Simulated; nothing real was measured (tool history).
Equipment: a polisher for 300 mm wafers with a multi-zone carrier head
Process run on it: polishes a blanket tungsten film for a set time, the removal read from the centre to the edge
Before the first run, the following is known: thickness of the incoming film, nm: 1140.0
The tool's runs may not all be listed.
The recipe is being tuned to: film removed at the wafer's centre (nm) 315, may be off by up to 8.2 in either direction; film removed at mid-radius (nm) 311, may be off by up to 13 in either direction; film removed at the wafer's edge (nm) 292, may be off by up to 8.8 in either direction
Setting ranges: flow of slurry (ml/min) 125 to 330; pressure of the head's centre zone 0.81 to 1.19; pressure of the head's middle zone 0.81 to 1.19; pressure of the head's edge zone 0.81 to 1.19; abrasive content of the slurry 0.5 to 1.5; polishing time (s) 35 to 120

run	day	flow of slurry (ml/min)	pressure of the head's centre zone	pressure of the head's middle zone	pressure of the head's edge zone	abrasive content of the slurry	polishing time (s)	film removed at the wafer's centre (nm)	film removed at mid-radius (nm)	film removed at the wafer's edge (nm)
1	0	210	1	1	1	1	77	212.2	209.05	212.38
2	0.079	210	1	0.95	1	1	77	213.25	197.77	215.61
3	0.4	210	1	0.95	1	1.2	77	219.6	199.7	223.58
4	0.5	220	1.02	0.99	1.02	1.25	79	235.9	215.81	234.16
5	0.542	220	1.02	0.99	1.02	1.25	72	212.88	196.04	213.68
6	0.612	220	1.06	0.99	1.02	1.25	72	222.71	199.31	210.24
7	0.738	225	1.07	1.02	1.04	1.3	75	236.47	213.46	226.22
8	0.833	235	1.08	1.05	1.05	1.35	77	248.3	221.63	230.64
9	0.862	230	1.08	1.07	1.05	1.35	81	256.62	239.58	246.21
10	1.183	230	1.09	1.09	1.05	1.35	83	266.89	250.7	255.04
11	1.321	230	1.1	1.11	1.04	1.35	84	271.19	251.77	254.32
12	1.55	245	1.1	1.12	1.04	1.4	85	281.69	267.28	256.94

Of the 4 settings listed for the next run, only one would bring every result within its allowed miss of target. Which one?
A	1.779	250	1.09	1.15	1.06	1.45	95	?	?	?
B	1.779	150	1.14	0.93	1.17	1.4	104	?	?	?
C	1.779	270	1.09	0.9	1.08	1.3	97	?	?	?
D	1.779	225	1.13	1.14	1.08	1.35	80	?	?	?

move	film removed at the wafer's centre (nm)	film removed at mid-radius (nm)	film removed at the wafer's edge (nm)
A	315.41	312.15	296.65
B	325.03	263.86	319.7
C	319.08	260.88	303.36
D	267.65	254.42	246.7
A: every result lands within tolerance
B: carries the result that was furthest off beyond its target, to the other side
C: gets the furthest-off result to its target, but another result is out of tolerance
D: lands further from the targets than the last run did
So the answer is move A, the one that meets all the targets.
